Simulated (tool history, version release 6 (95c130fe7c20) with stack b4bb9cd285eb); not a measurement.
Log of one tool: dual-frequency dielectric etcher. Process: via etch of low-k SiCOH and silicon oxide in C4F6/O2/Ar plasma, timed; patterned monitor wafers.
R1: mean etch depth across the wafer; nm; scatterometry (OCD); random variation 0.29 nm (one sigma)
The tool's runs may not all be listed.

run 1 day=0.000 | source_power_(W)=310 bias_power_(W)=136 etch_time_(s)=41.0 | R1=101.550
run 2 day=0.092 | source_power_(W)=310 bias_power_(W)=156 etch_time_(s)=41.0 | R1=106.060
run 3 day=0.462 | source_power_(W)=280 bias_power_(W)=154 etch_time_(s)=41.0 | R1=103.540
run 4 day=0.558 | source_power_(W)=280 bias_power_(W)=154 etch_time_(s)=41.0 | R1=103.560
-- day=0.767 source power generator calibrated
run 5 day=0.767 | source_power_(W)=280 bias_power_(W)=154 etch_time_(s)=41.0 | R1=102.520
run 6 day=1.050 | source_power_(W)=280 bias_power_(W)=176 etch_time_(s)=41.0 | R1=107.480
run 7 day=1.088 | source_power_(W)=260 bias_power_(W)=167 etch_time_(s)=40.5 | R1=102.610
run 8 day=1.392 | source_power_(W)=240 bias_power_(W)=162 etch_time_(s)=40.5 | R1=101.070

Run 9 comes next. What will it give?
run 9 day=1.562 | source_power_(W)=230 bias_power_(W)=154 etch_time_(s)=40.5 | R1=?

{"run 9": {"R1": 97.697}}
